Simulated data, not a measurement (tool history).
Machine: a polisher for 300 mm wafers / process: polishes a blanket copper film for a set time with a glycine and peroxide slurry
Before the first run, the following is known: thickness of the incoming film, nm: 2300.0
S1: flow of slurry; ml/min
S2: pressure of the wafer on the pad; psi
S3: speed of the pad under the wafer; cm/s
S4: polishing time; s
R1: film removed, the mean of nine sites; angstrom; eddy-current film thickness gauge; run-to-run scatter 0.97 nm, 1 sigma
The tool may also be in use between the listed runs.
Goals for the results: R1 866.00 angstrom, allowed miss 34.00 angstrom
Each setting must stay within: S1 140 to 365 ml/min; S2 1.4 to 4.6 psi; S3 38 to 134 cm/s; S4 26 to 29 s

run,day,S1,S2,S3,S4,R1
1,0.000,235,3.0,86,29,1266.20
2,0.125,190,3.0,86,29,1219.40
3,0.283,230,3.0,86,29,1270.30
4,0.433,225,2.8,86,29,1205.20
5,0.596,220,2.6,86,29,1176.70
6,0.792,220,2.6,66,29,962.78
7,0.833,220,2.5,66,29,959.08
8,1.208,220,2.4,66,29,940.17
9,1.467,220,2.3,66,29,910.41

Which single option among these 4 for the next run brings every result within its allowed miss of target? Just one does.
A,1.725,210,2.1,64,29,?
B,1.725,325,2.3,52,27,?
C,1.725,235,2.3,54,27,?
D,1.725,245,2.0,64,26,?

move,R1
A,861.57
B,786.15
C,765.89
D,779.07
A: every result within its allowed miss
B: takes the biggest miss from the last run beyond its target
C: takes the biggest miss from the last run beyond its target
D: takes the biggest miss from the last run beyond its target
Go with A: it meets all targets.
